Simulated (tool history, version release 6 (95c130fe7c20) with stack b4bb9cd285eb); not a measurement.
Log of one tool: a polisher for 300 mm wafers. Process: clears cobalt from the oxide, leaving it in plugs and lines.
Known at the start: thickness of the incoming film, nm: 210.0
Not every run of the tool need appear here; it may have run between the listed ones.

run,hour,flow of slurry (ml/min),pressure of the wafer on the pad (psi),speed of the pad under the wafer (cm/s),overpolish time after the end point (s),time until the end point was called (s),dishing of a wide line in a test structure (Å)
1,0,300,2,88,30,51.786,550.93
2,9,300,1.8,88,25,55.217,470.51
3,12.2,300,1.8,88,17,56.823,394.33
4,18,300,1.6,88,17,61.238,378.01
5,22.4,300,1.5,88,17,65.535,359.58
6,27.5,300,1.5,88,23,64.744,441.18
7,29.1,300,1.4,88,21,68.188,402.48

Predict the results of run 8:
8,34.8,300,1.3,88,19,?,?

Run 8 came out at time until the end point was called (s) 72.552, dishing of a wide line in a test structure (Å) 357.71.
